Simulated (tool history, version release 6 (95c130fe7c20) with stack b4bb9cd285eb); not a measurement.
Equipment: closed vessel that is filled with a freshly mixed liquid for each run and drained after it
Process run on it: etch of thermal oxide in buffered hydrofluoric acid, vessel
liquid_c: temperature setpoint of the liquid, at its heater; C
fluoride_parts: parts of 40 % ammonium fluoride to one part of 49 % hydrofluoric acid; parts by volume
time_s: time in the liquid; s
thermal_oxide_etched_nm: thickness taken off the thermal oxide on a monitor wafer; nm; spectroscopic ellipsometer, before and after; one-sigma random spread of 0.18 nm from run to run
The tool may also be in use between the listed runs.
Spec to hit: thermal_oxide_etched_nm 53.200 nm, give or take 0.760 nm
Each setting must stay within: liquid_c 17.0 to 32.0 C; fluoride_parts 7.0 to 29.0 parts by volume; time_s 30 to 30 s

| run | hour | liquid_c | fluoride_parts | time_s | thermal_oxide_etched_nm |
|---|---|---|---|---|---|
| 1 | 0.0 | 25.0 | 18.0 | 30 | 23.312 |
| 2 | 2.6 | 25.0 | 18.0 | 30 | 23.210 |
| 3 | 7.6 | 27.0 | 18.0 | 30 | 26.180 |
| 4 | 14.8 | 27.0 | 20.5 | 30 | 22.999 |
| 5 | 23.7 | 27.0 | 20.5 | 30 | 23.004 |
| 6 | 31.0 | 28.0 | 18.0 | 30 | 27.444 |
| 7 | 34.1 | 29.0 | 16.0 | 30 | 32.507 |
| 8 | 37.0 | 29.5 | 14.5 | 30 | 36.928 |
| 9 | 38.1 | 32.0 | 10.0 | 30 | 60.086 |
| 10 | 45.5 | 31.5 | 10.0 | 30 | 58.870 |
| 11 | 46.9 | 31.0 | 10.0 | 30 | 57.252 |
| 12 | 53.2 | 30.5 | 10.0 | 30 | 55.670 |
| 13 | 62.1 | 30.0 | 10.0 | 30 | 54.262 |

Which single option among these 4 for the next run brings every result within its allowed miss of target? Just one does.
| A | 71.0 | 32.0 | 11.0 | 30 | ? |
| B | 71.0 | 28.0 | 8.5 | 30 | ? |
| C | 71.0 | 26.0 | 8.0 | 30 | ? |
| D | 71.0 | 31.5 | 10.5 | 30 | ? |

| move | thermal_oxide_etched_nm |
|---|---|
| A | 55.162 |
| B | 55.773 |
| C | 53.523 |
| D | 56.236 |
A: the biggest miss grows against the last run
B: the biggest miss grows against the last run
C: every result within its allowed miss
D: the biggest miss grows against the last run
C meets every target.

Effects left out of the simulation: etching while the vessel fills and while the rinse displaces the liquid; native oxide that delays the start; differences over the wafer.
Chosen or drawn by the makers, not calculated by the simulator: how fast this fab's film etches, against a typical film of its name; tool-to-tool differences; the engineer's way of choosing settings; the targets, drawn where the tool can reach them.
